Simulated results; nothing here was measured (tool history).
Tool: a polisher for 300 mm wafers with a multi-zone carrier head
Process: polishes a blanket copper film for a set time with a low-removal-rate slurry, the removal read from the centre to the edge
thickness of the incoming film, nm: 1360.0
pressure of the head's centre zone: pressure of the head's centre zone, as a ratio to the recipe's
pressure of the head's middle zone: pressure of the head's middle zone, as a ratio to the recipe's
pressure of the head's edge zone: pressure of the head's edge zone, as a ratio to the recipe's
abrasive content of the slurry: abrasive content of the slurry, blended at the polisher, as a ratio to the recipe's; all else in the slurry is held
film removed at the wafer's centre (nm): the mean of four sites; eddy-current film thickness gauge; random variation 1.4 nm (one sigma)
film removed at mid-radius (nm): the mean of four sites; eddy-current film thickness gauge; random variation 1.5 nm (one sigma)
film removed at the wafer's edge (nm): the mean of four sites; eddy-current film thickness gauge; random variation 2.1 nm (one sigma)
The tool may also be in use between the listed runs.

run,day,flow of slurry (ml/min),pressure of the head's centre zone,pressure of the head's middle zone,pressure of the head's edge zone,abrasive content of the slurry,polishing time (s),film removed at the wafer's centre (nm),film removed at mid-radius (nm),film removed at the wafer's edge (nm)
1,0,125,1,1,1,1,45,147.66,149.97,150.54
2,0.083,125,1,1.04,1,1,45,147.22,154.22,150.28
3,0.304,125,1,1.04,1,1,53,173.37,183.33,179.13
4,0.512,135,1,1.05,1,1,53,180.2,190.31,180.83
5,0.65,135,1.07,1.05,1,1,53,190.91,191.98,182.28
6,0.746,140,1.06,1.07,1.01,1,53,191.75,195.39,183.01
7,0.779,140,1.05,1.09,1.02,1,53,191.18,198.56,185.13
# day 0.821: slurry nozzle cleaned
8,0.821,140,1.04,1.1,1.02,1,53,221.56,230.28,205.2
9,0.988,135,1.03,1.1,1,1,53,216.62,228.14,203.45
10,1.225,145,1.01,1.09,1,0.95,53,216.8,226.9,201.32
11,1.504,145,1.01,1.09,1,0.95,53,214.54,228.2,200.06
12,1.8,140,1,1.09,0.99,0.95,53,210.98,227.78,202.91
13,2.15,105,0.98,1.12,0.91,0.8,53,182.3,208.68,176.53

Forecast run 14:
14,2.525,105,0.98,1.12,0.92,0.8,53,?,?,?

Run 14 gave film removed at the wafer's centre (nm) 185.81, film removed at mid-radius (nm) 210.42, film removed at the wafer's edge (nm) 178.85.
